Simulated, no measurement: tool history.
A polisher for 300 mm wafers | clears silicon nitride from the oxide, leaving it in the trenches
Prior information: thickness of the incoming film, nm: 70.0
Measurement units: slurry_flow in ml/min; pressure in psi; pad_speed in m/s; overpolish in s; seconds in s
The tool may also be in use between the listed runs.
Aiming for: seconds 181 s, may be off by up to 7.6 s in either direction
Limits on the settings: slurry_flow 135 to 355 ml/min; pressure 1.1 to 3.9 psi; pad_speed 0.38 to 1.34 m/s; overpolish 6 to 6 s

run 1 hour=0 | slurry_flow=225 pressure=2.5 pad_speed=0.86 overpolish=6 | seconds=94.276
run 2 hour=5.1 | slurry_flow=225 pressure=2.1 pad_speed=0.84 overpolish=6 | seconds=114.04
run 3 hour=7.6 | slurry_flow=225 pressure=1.8 pad_speed=0.82 overpolish=6 | seconds=137.62
run 4 hour=11.2 | slurry_flow=225 pressure=1.8 pad_speed=0.92 overpolish=6 | seconds=120.35
run 5 hour=12 | slurry_flow=200 pressure=1.8 pad_speed=0.92 overpolish=6 | seconds=120.79
run 6 hour=20.8 | slurry_flow=200 pressure=1.3 pad_speed=0.92 overpolish=6 | seconds=168.83
run 7 hour=25.4 | slurry_flow=195 pressure=1.3 pad_speed=0.92 overpolish=6 | seconds=172.34
run 8 hour=28.8 | slurry_flow=190 pressure=1.3 pad_speed=0.92 overpolish=6 | seconds=165.8
run 9 hour=34.7 | slurry_flow=190 pressure=1.3 pad_speed=0.92 overpolish=6 | seconds=168.63
run 10 hour=40.4 | slurry_flow=185 pressure=1.3 pad_speed=0.92 overpolish=6 | seconds=171.81
run 11 hour=45.9 | slurry_flow=180 pressure=1.3 pad_speed=0.92 overpolish=6 | seconds=173.9

Consider the 5 candidate settings below. Which is the only one whose results all fall within their allowed miss of target?
run A hour=51.4 | slurry_flow=180 pressure=1.2 pad_speed=0.94 overpolish=6 | seconds=?
run B hour=51.4 | slurry_flow=185 pressure=1.4 pad_speed=0.9 overpolish=6 | seconds=?
run C hour=51.4 | slurry_flow=160 pressure=1.4 pad_speed=0.9 overpolish=6 | seconds=?
run D hour=51.4 | slurry_flow=165 pressure=1.3 pad_speed=0.82 overpolish=6 | seconds=?
run E hour=51.4 | slurry_flow=180 pressure=1.4 pad_speed=0.92 overpolish=6 | seconds=?

move=A seconds=177.63
move=B seconds=159.48
move=C seconds=163.68
move=D seconds=191.02
move=E seconds=156.83
A: each result inside its tolerance
B: its largest miss is bigger than the last run's
C: its largest miss is bigger than the last run's
D: pushes the last run's worst result past its target
E: its largest miss is bigger than the last run's
A meets every target.
